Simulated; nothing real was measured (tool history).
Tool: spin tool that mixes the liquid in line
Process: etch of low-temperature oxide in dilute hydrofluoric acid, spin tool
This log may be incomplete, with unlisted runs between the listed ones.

run	day	temperature setpoint of the liquid (K)	parts of water to one part of 49 % hydrofluoric acid (parts by volume)	time under the liquid (s)	thickness taken off the low-temperature oxide on a monitor wafer (Å)
1	0.000	296.15	285	45	44.339
2	0.317	296.15	285	20	19.614
3	0.508	298.15	225	25	36.024
4	0.867	298.15	225	20	28.882
5	1.229	298.15	315	20	18.697
6	1.588	296.65	315	20	17.529
7	1.846	296.65	245	25	30.416

Forecast run 8:
8	2.062	295.65	195	30	?

For run 8 the tool returned thickness taken off the low-temperature oxide on a monitor wafer (Å) 46.005.
